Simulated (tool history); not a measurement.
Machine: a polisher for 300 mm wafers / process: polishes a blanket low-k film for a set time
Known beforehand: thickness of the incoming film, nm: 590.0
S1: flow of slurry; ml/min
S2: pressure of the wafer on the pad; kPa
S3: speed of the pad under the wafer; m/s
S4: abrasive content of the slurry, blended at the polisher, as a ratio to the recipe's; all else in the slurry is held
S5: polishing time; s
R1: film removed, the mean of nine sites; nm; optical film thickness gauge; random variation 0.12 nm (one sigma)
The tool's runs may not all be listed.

| run | hour | S1 | S2 | S3 | S4 | S5 | R1 |
|---|---|---|---|---|---|---|---|
| 1 | 0.0 | 220 | 17.2 | 1.20 | 1.0 | 37 | 17.691 |
| 2 | 7.6 | 220 | 17.2 | 1.20 | 1.0 | 37 | 17.987 |
| 3 | 13.4 | 220 | 15.9 | 1.20 | 1.0 | 37 | 16.555 |
| 4 | 19.1 | 220 | 15.2 | 1.20 | 1.0 | 37 | 16.095 |
| 5 | 21.4 | 220 | 15.2 | 1.20 | 1.0 | 37 | 16.035 |
| 6 | 23.0 | 220 | 14.5 | 1.20 | 1.0 | 37 | 15.658 |
|  | 29.2 | slurry nozzle cleaned |
| 7 | 29.2 | 220 | 13.8 | 1.20 | 1.0 | 37 | 15.256 |
| 8 | 29.8 | 210 | 11.0 | 1.20 | 1.0 | 37 | 12.862 |
| 9 | 35.1 | 215 | 11.0 | 1.20 | 1.0 | 37 | 12.898 |

Predict the results of run 10:
| 10 | 39.0 | 220 | 11.0 | 1.20 | 1.0 | 37 | ? |

{"run 10": {"R1": 12.982}}

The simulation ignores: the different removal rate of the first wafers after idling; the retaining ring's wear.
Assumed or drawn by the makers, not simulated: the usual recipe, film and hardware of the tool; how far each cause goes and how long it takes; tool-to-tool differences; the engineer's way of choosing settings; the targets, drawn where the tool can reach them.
